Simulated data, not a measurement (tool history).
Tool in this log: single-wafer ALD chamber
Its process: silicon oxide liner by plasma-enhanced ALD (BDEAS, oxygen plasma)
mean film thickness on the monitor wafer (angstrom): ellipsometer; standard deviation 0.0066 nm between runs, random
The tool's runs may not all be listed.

run	hour	heater temperature setpoint (deg C)	number of ALD cycles (cycles)	mean film thickness on the monitor wafer (angstrom)
1	0	320	32	26.902
2	5.2	331	32	26.433
3	5.7	331	31	25.594
4	14.6	331	35	28.797
5	19.4	331	39	32.15
6	25.1	341	39	31.575
7	30.3	342	37	29.938
8	33.7	342	35	28.404
9	40.4	342	33	26.787
10	47.9	342	32	25.843
11	49.2	342	31	25.067

For run 12, what comes out?
12	57.9	342	31	?

{"run 12": {"mean film thickness on the monitor wafer (angstrom)": 25.136}}
